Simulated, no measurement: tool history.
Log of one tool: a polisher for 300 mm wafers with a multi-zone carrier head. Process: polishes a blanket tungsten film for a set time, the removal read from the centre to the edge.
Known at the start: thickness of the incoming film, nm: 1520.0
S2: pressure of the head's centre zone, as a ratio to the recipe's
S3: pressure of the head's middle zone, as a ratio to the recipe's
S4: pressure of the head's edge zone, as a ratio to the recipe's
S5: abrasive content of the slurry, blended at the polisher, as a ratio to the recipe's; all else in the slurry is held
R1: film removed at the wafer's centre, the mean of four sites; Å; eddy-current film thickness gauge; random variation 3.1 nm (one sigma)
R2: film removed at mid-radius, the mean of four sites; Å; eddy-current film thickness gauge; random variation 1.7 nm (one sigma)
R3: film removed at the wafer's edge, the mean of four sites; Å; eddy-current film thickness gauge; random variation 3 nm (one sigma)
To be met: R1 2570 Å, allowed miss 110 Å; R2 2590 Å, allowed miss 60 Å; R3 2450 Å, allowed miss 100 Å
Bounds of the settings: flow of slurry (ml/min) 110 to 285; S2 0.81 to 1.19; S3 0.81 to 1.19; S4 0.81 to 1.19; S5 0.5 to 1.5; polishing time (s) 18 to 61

Run 1, day 0: flow of slurry (ml/min) 180, S2 1, S3 1, S4 1, S5 1, polishing time (s) 39. Result: R1 3378.3 Å, R2 3254.1 Å, R3 3354.2 Å.
Run 2, day 0.204: flow of slurry (ml/min) 180, S2 0.99, S3 1, S4 0.96, S5 0.85, polishing time (s) 38. Result: R1 3182.4 Å, R2 3103.3 Å, R3 3136 Å.
Run 3, day 0.538: flow of slurry (ml/min) 175, S2 0.98, S3 1, S4 0.93, S5 0.75, polishing time (s) 37. Result: R1 2878.8 Å, R2 2923.1 Å, R3 2903 Å.
Run 4, day 0.875: flow of slurry (ml/min) 175, S2 0.98, S3 1, S4 0.93, S5 0.75, polishing time (s) 42. Result: R1 3401.9 Å, R2 3284.2 Å, R3 3293.9 Å.
Run 5, day 1.083: flow of slurry (ml/min) 175, S2 0.98, S3 1, S4 0.99, S5 0.75, polishing time (s) 42. Result: R1 3348.7 Å, R2 3252.4 Å, R3 3345.5 Å.
Run 6, day 1.246: flow of slurry (ml/min) 170, S2 0.99, S3 1, S4 0.95, S5 0.7, polishing time (s) 40. Result: R1 3051.1 Å, R2 3088.2 Å, R3 3006.3 Å.
Run 7, day 1.5: flow of slurry (ml/min) 155, S2 1, S3 0.98, S4 0.95, S5 0.65, polishing time (s) 40. Result: R1 3010.7 Å, R2 2966.3 Å, R3 3020.6 Å.
Run 8, day 1.721: flow of slurry (ml/min) 160, S2 1.01, S3 0.98, S4 0.93, S5 0.6, polishing time (s) 38. Result: R1 2892.4 Å, R2 2710.7 Å, R3 2831.9 Å.
Run 9, day 1.892: flow of slurry (ml/min) 155, S2 1.01, S3 1, S4 0.9, S5 0.55, polishing time (s) 37. Result: R1 2775.2 Å, R2 2646.3 Å, R3 2587.2 Å.
Run 10, day 2.071: flow of slurry (ml/min) 120, S2 0.96, S3 1.01, S4 0.87, S5 0.5, polishing time (s) 37. Result: R1 2420 Å, R2 2533.7 Å, R3 2437.6 Å.

4 next moves are on the table. One of them brings every result within its allowed miss. Which?
Run A, day 2.25: flow of slurry (ml/min) 115, S2 0.91, S3 1.01, S4 0.85, S5 0.75, polishing time (s) 34. Result: R1 ?, R2 ?, R3 ?.
Run B, day 2.25: flow of slurry (ml/min) 120, S2 1.02, S3 0.96, S4 0.82, S5 0.55, polishing time (s) 37. Result: R1 ?, R2 ?, R3 ?.
Run C, day 2.25: flow of slurry (ml/min) 115, S2 0.98, S3 1.02, S4 0.84, S5 0.5, polishing time (s) 38. Result: R1 ?, R2 ?, R3 ?.
Run D, day 2.25: flow of slurry (ml/min) 110, S2 0.94, S3 1.09, S4 0.98, S5 0.55, polishing time (s) 34. Result: R1 ?, R2 ?, R3 ?.

move      R1      R2      R3
   A  2347.9  2542.2  2508.6
   B  2640.7  2476.4  2508.8
   C  2544.3  2602.5  2533.9
   D  2229.5  2503.7  2475.6
A: further off than the last run
B: brings the result that was furthest off to its target, and leaves another outside
C: meets every target
D: further off than the last run
The right move is C.
